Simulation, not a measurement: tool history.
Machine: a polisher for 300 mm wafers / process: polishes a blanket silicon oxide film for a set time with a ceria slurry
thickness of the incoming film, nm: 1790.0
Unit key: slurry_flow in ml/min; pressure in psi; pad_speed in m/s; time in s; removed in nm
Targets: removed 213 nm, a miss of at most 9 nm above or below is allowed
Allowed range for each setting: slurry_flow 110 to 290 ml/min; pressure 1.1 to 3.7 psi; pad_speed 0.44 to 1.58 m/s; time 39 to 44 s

run,day,slurry_flow,pressure,pad_speed,time,removed
1,0,185,2.4,1,44,140.3
2,0.354,140,2.4,1,44,132.98
3,0.529,145,2.6,1,44,144.61
4,0.554,150,2.7,1,44,149.68
5,0.762,150,2.7,1.24,44,187.28
6,1.079,150,2.7,1.24,39,160.09
7,1.354,155,2.8,1.24,39,164.56
8,1.604,155,2.9,1.24,39,173.57
9,1.746,155,3,1.24,39,180.79
10,1.938,155,3,1.24,39,176.29
11,2.104,155,3,1.24,39,177.5
12,2.167,155,3.1,1.24,39,181.02
13,2.204,155,3.2,1.24,39,189.31
14,2.267,155,3.3,1.24,39,193.38
15,2.579,155,3.4,1.24,39,198.46

5 next moves are on the table. One of them brings every result within its allowed miss. Which?
A,2.892,180,3.7,1.32,41,?
B,2.892,140,3.4,1.18,39,?
C,2.892,150,3.7,1.14,40,?
D,2.892,150,3.2,1.22,40,?
E,2.892,165,3.5,1.28,40,?

move,removed
A,242.81
B,184.47
C,198.75
D,188.87
E,216.51
A: pushes the last run's worst result past its target
B: the biggest miss grows against the last run
C: no better and no worse than the last run
D: the biggest miss grows against the last run
E: hits every target within its allowed miss
Move E is the one to make.

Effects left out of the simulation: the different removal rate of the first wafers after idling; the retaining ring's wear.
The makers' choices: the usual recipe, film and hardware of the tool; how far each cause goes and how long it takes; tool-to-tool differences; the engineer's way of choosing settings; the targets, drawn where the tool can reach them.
